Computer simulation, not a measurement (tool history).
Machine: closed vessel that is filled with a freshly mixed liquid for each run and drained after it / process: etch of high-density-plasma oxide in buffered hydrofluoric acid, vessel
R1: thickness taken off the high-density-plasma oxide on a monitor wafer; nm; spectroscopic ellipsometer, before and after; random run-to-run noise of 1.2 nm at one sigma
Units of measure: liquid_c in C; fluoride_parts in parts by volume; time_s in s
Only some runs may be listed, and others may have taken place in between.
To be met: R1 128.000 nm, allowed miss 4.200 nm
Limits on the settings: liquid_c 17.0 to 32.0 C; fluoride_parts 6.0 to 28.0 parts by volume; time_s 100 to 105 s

Run 1, hour 0.0: liquid_c 25.0 C, fluoride_parts 17.0 parts by volume, time_s 100 s. Result: R1 72.009 nm.
Run 2, hour 4.8: liquid_c 26.5 C, fluoride_parts 16.0 parts by volume, time_s 100 s. Result: R1 82.878 nm.
Run 3, hour 10.9: liquid_c 28.0 C, fluoride_parts 15.5 parts by volume, time_s 100 s. Result: R1 91.010 nm.
Run 4, hour 14.3: liquid_c 29.0 C, fluoride_parts 15.0 parts by volume, time_s 100 s. Result: R1 100.050 nm.
Run 5, hour 22.1: liquid_c 29.5 C, fluoride_parts 14.5 parts by volume, time_s 100 s. Result: R1 108.040 nm.
Run 6, hour 27.3: liquid_c 29.5 C, fluoride_parts 14.5 parts by volume, time_s 105 s. Result: R1 112.270 nm.
Run 7, hour 34.5: liquid_c 30.0 C, fluoride_parts 14.5 parts by volume, time_s 105 s. Result: R1 115.060 nm.
Run 8, hour 42.5: liquid_c 30.5 C, fluoride_parts 14.5 parts by volume, time_s 105 s. Result: R1 118.260 nm.

Below are 5 possible settings for the next run. Only one of them brings all results inside the allowed miss of their targets. Which is it?
Run A, hour 50.5: liquid_c 31.0 C, fluoride_parts 15.0 parts by volume, time_s 100 s. Result: R1 ?.
Run B, hour 50.5: liquid_c 30.0 C, fluoride_parts 13.0 parts by volume, time_s 105 s. Result: R1 ?.
Run C, hour 50.5: liquid_c 27.0 C, fluoride_parts 13.5 parts by volume, time_s 105 s. Result: R1 ?.
Run D, hour 50.5: liquid_c 29.0 C, fluoride_parts 13.5 parts by volume, time_s 105 s. Result: R1 ?.
Run E, hour 50.5: liquid_c 30.0 C, fluoride_parts 13.0 parts by volume, time_s 100 s. Result: R1 ?.

move       R1
   A  112.400
   B  128.800
   C  105.750
   D  117.710
   E  122.660
A: lands further from the targets than the last run did
B: meets every target
C: lands further from the targets than the last run did
D: lands further from the targets than the last run did
E: nearer than the last run, and not there yet
Answer: B

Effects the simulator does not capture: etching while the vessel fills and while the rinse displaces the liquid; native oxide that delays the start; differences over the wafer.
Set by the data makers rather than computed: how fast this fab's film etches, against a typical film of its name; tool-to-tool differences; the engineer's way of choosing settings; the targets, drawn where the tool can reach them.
